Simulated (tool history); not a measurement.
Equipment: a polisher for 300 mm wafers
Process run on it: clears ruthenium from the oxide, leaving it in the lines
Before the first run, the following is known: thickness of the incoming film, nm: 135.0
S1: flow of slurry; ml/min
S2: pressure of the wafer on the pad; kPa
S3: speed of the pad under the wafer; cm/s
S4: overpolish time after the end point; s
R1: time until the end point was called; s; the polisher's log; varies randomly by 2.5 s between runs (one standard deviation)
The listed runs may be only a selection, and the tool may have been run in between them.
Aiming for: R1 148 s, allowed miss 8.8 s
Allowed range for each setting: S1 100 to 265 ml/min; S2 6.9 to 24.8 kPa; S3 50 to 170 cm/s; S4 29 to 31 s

run,hour,S1,S2,S3,S4,R1
1,0,170,15.9,110,29,82.615
2,2.4,170,13.1,110,29,97.882
3,5.8,170,15.9,110,29,83.047
4,13.6,170,15.9,90,29,99.067
5,20,170,14.5,88,29,111.73
6,25.1,170,14.5,112,29,85.964
7,26.8,170,12.4,110,29,99
8,29.3,170,11,106,29,117.34
9,32,170,10.3,106,29,126.46
10,37.6,170,9.7,106,29,132.28

Which one of the following 4 next-run settings gets every result inside its allowed miss? There is exactly one.
A,43.2,170,12.4,90,31,?
B,43.2,165,9,86,31,?
C,43.2,170,6.9,126,29,?
D,43.2,175,9,120,29,?

move,R1
A,123.31
B,171.33
C,146.43
D,123.17
A: the biggest miss grows against the last run
B: takes the biggest miss from the last run beyond its target
C: hits every target within its allowed miss
D: the biggest miss grows against the last run
C is the move that brings every result within its allowed miss.
